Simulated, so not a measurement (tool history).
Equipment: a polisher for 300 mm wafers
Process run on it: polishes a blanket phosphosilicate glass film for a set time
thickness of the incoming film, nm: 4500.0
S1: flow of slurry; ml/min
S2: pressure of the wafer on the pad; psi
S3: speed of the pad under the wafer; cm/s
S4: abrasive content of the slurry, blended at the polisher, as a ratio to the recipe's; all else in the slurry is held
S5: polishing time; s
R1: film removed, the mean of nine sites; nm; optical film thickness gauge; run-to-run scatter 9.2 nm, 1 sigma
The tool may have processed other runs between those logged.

run    day   S1   S2  S3   S4   S5      R1
  1  0.000  285  4.1  76  1.0  116  829.43
  2  0.354  285  4.1  92  1.0  116  964.14
  3  0.604  285  3.8  92  1.0  116  924.23
  4  0.921  285  3.5  92  1.0  116  844.20
  5  1.179  285  3.5  92  1.0  116  863.54
  6  1.417  285  3.3  92  1.0  116  809.96
  7  1.504  285  3.3  92  1.0  116  793.67
     1.746  -- slurry blender recalibrated
  8  1.746  285  3.2  92  1.0  116  898.06
  9  1.900  285  3.2  86  1.0  116  814.65
 10  1.996  285  3.0  84  1.0  116  767.35

Forecast run 11:
 11  2.217  285  2.9  84  1.0  116   ?

R1: 767.32 nm
